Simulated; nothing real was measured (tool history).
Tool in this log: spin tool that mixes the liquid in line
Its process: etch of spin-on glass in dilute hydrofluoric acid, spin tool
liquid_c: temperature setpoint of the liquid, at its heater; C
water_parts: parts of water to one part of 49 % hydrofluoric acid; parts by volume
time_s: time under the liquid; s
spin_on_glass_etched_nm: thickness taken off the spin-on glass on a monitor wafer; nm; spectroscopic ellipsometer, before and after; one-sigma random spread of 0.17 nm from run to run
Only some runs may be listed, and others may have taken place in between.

{"run": 1, "day": 0.0, "liquid_c": 22.0, "water_parts": 290, "time_s": 100, "spin_on_glass_etched_nm": 14.234}
{"run": 2, "day": 0.304, "liquid_c": 22.0, "water_parts": 360, "time_s": 100, "spin_on_glass_etched_nm": 10.68}
{"run": 3, "day": 0.371, "liquid_c": 24.0, "water_parts": 285, "time_s": 100, "spin_on_glass_etched_nm": 15.451}
{"run": 4, "day": 0.479, "liquid_c": 24.0, "water_parts": 285, "time_s": 80, "spin_on_glass_etched_nm": 12.388}
{"run": 5, "day": 0.688, "liquid_c": 24.0, "water_parts": 285, "time_s": 80, "spin_on_glass_etched_nm": 12.388}
{"run": 6, "day": 0.896, "liquid_c": 25.5, "water_parts": 230, "time_s": 85, "spin_on_glass_etched_nm": 18.259}
{"run": 7, "day": 0.983, "liquid_c": 26.5, "water_parts": 185, "time_s": 90, "spin_on_glass_etched_nm": 26.101}
{"run": 8, "day": 1.242, "liquid_c": 27.5, "water_parts": 155, "time_s": 90, "spin_on_glass_etched_nm": 33.608}
{"run": 9, "day": 1.446, "liquid_c": 28.0, "water_parts": 140, "time_s": 90, "spin_on_glass_etched_nm": 38.636}

What does the tool deliver on the next run?
{"run": 10, "day": 1.579, "liquid_c": 28.5, "water_parts": 130, "time_s": 90, "spin_on_glass_etched_nm": "?"}

Run 10 came out at spin_on_glass_etched_nm 42.884 nm.
